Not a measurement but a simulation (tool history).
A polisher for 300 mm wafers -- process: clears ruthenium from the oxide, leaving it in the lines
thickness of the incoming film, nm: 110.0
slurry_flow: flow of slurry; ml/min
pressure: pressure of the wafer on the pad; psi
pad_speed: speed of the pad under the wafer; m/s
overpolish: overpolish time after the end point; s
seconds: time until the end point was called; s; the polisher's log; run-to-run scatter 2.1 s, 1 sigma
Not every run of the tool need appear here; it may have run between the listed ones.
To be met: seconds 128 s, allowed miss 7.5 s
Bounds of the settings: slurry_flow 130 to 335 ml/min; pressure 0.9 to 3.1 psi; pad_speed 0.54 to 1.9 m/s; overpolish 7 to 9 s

Run 1, day 0: slurry_flow 215 ml/min, pressure 2 psi, pad_speed 1.22 m/s, overpolish 9 s. Result: seconds 74.767 s.
Run 2, day 0.217: slurry_flow 215 ml/min, pressure 2 psi, pad_speed 1.36 m/s, overpolish 9 s. Result: seconds 67.766 s.
Run 3, day 0.529: slurry_flow 215 ml/min, pressure 2 psi, pad_speed 1.36 m/s, overpolish 7 s. Result: seconds 69.193 s.
Run 4, day 0.733: slurry_flow 195 ml/min, pressure 2 psi, pad_speed 1.36 m/s, overpolish 7 s. Result: seconds 69.921 s.
Run 5, day 0.879: slurry_flow 195 ml/min, pressure 1.9 psi, pad_speed 1.36 m/s, overpolish 7 s. Result: seconds 70.535 s.
Run 6, day 1.046: slurry_flow 195 ml/min, pressure 1.9 psi, pad_speed 1.36 m/s, overpolish 7 s. Result: seconds 72.819 s.
Run 7, day 1.262: slurry_flow 195 ml/min, pressure 1.8 psi, pad_speed 1.34 m/s, overpolish 7 s. Result: seconds 77.347 s.
Run 8, day 1.617: slurry_flow 195 ml/min, pressure 1.7 psi, pad_speed 1.32 m/s, overpolish 7 s. Result: seconds 84.441 s.
Run 9, day 1.875: slurry_flow 195 ml/min, pressure 1.6 psi, pad_speed 1.32 m/s, overpolish 7 s. Result: seconds 86.426 s.
At day 2.158: head pressure recalibrated.
Run 10, day 2.158: slurry_flow 195 ml/min, pressure 1.5 psi, pad_speed 1.32 m/s, overpolish 7 s. Result: seconds 100.18 s.
Run 11, day 2.292: slurry_flow 195 ml/min, pressure 1.1 psi, pad_speed 1.3 m/s, overpolish 7 s. Result: seconds 136.44 s.

Which of these 4 next moves meets every target?
Run A, day 2.425: slurry_flow 190 ml/min, pressure 1.1 psi, pad_speed 1.16 m/s, overpolish 9 s. Result: seconds ?.
Run B, day 2.425: slurry_flow 155 ml/min, pressure 1.4 psi, pad_speed 1.12 m/s, overpolish 9 s. Result: seconds ?.
Run C, day 2.425: slurry_flow 185 ml/min, pressure 1 psi, pad_speed 1.24 m/s, overpolish 7 s. Result: seconds ?.
Run D, day 2.425: slurry_flow 175 ml/min, pressure 1.4 psi, pad_speed 1.34 m/s, overpolish 7 s. Result: seconds ?.

move  seconds
   A   154.14
   B   131.35
   C   158.76
   D   107.94
A: misses by more than the last run did
B: all results in spec
C: misses by more than the last run did
D: pushes the last run's worst result past its target
Correct choice: B, which meets every target

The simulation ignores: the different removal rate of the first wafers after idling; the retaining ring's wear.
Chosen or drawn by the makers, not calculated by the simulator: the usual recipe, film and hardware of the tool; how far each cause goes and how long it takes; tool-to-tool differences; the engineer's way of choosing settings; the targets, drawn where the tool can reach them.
